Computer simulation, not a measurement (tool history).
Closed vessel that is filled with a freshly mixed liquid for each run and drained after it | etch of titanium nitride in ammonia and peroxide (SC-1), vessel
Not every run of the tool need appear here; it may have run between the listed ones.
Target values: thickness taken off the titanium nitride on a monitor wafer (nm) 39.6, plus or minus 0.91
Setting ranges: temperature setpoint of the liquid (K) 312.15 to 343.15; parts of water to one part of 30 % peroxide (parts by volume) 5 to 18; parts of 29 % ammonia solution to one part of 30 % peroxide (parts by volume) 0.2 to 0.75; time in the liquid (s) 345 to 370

| run | hour | temperature setpoint of the liquid (K) | parts of water to one part of 30 % peroxide (parts by volume) | parts of 29 % ammonia solution to one part of 30 % peroxide (parts by volume) | time in the liquid (s) | thickness taken off the titanium nitride on a monitor wafer (nm) |
|---|---|---|---|---|---|---|
| 1 | 0 | 328.15 | 10 | 0.45 | 345 | 19.916 |
| 2 | 6 | 331.65 | 10 | 0.45 | 345 | 25.239 |
| 3 | 13.6 | 334.15 | 10 | 0.45 | 345 | 29.593 |
| 4 | 15.2 | 334.15 | 10 | 0.5 | 345 | 30.671 |
| 5 | 19.3 | 334.15 | 10 | 0.5 | 345 | 30.276 |
| 6 | 27.2 | 335.65 | 10 | 0.5 | 345 | 33.116 |
|  | 34.3 | ammonia flow meter replaced |
| 7 | 34.3 | 336.65 | 10 | 0.5 | 345 | 34.878 |
| 8 | 43.1 | 336.65 | 10 | 0.5 | 345 | 35.452 |
| 9 | 47.3 | 337.15 | 10 | 0.5 | 345 | 35.998 |
| 10 | 50.5 | 337.65 | 10 | 0.5 | 345 | 37.583 |
| 11 | 55.5 | 338.15 | 10 | 0.5 | 345 | 38.517 |

4 next moves are on the table. One of them brings every result within its allowed miss. Which?
| A | 60.5 | 336.65 | 6.5 | 0.4 | 345 | ? |
| B | 60.5 | 335.65 | 8.5 | 0.5 | 345 | ? |
| C | 60.5 | 339.15 | 9 | 0.4 | 345 | ? |
| D | 60.5 | 337.15 | 10 | 0.6 | 365 | ? |

| move | thickness taken off the titanium nitride on a monitor wafer (nm) |
|---|---|
| A | 42.179 |
| B | 35.9 |
| C | 41.942 |
| D | 39.684 |
A: the result that was furthest off in the last run now lies on the other side of its target
B: moves away from the targets compared with the last run
C: the result that was furthest off in the last run now lies on the other side of its target
D: every result lands within tolerance
Move D is the one to make.
